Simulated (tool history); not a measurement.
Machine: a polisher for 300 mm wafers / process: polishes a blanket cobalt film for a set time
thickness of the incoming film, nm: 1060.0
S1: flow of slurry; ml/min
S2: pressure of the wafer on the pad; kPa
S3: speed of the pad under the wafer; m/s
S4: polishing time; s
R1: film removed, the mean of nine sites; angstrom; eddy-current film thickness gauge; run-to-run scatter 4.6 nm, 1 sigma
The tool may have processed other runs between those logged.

run,hour,S1,S2,S3,S4,R1
1,0,160,13.8,0.98,106,4440.2
2,1,160,13.8,0.98,106,4342.6
3,9.3,160,13.1,0.98,106,4202.3
4,15.1,160,14.5,0.98,106,4636.9
5,22.4,160,13.8,0.98,106,4389.9
6,29.2,160,15.2,0.98,106,4680.3
7,36.5,160,13.8,0.96,106,4286.9
8,45.1,160,13.1,0.96,106,4185.9
9,48.1,160,12.4,0.96,106,3829.8

Run 10 is up next; what results do you expect?
10,51.3,160,11.7,0.96,106,?

Run 10 measured R1 3664.1 angstrom.

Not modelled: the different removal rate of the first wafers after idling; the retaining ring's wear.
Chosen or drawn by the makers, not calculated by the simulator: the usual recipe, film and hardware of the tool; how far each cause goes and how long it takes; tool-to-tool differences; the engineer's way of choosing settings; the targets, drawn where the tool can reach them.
